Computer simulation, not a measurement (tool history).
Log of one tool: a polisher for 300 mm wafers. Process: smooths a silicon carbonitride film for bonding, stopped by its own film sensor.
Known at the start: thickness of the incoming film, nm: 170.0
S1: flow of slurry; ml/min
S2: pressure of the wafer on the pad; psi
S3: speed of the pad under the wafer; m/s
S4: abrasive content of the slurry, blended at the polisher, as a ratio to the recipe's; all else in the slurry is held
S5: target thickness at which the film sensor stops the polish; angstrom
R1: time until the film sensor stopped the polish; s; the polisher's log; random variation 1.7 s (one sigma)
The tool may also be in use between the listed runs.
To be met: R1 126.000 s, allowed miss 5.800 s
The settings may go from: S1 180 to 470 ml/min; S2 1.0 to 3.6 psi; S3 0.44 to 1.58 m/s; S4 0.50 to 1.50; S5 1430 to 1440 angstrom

| run | hour | S1 | S2 | S3 | S4 | S5 | R1 |
|---|---|---|---|---|---|---|---|
| 1 | 0.0 | 300 | 2.3 | 1.00 | 1.00 | 1440 | 75.709 |
| 2 | 7.1 | 300 | 2.1 | 1.00 | 1.00 | 1440 | 80.161 |
| 3 | 13.2 | 260 | 2.1 | 1.00 | 1.00 | 1440 | 81.052 |
| 4 | 18.5 | 260 | 2.1 | 1.00 | 1.20 | 1440 | 74.159 |
| 5 | 21.2 | 260 | 2.4 | 1.00 | 1.20 | 1440 | 68.287 |
| 6 | 25.2 | 260 | 2.2 | 0.96 | 1.20 | 1440 | 75.025 |
| 7 | 31.3 | 260 | 2.2 | 0.96 | 1.20 | 1440 | 75.335 |
| 8 | 34.3 | 260 | 2.0 | 0.94 | 1.20 | 1440 | 80.340 |
| 9 | 41.0 | 260 | 1.8 | 0.90 | 1.20 | 1440 | 89.034 |
| 10 | 47.8 | 260 | 1.2 | 0.82 | 1.20 | 1440 | 115.200 |

4 next moves are on the table. One of them brings every result within its allowed miss. Which?
| A | 54.6 | 300 | 1.4 | 0.76 | 1.00 | 1430 | ? |
| B | 54.6 | 255 | 1.1 | 1.02 | 1.15 | 1440 | ? |
| C | 54.6 | 325 | 2.0 | 0.78 | 1.15 | 1430 | ? |
| D | 54.6 | 185 | 1.5 | 0.98 | 1.05 | 1440 | ? |

| move | R1 |
|---|---|
| A | 123.020 |
| B | 103.010 |
| C | 93.577 |
| D | 99.382 |
A: meets every target
B: further off than the last run
C: further off than the last run
D: further off than the last run
Answer: A
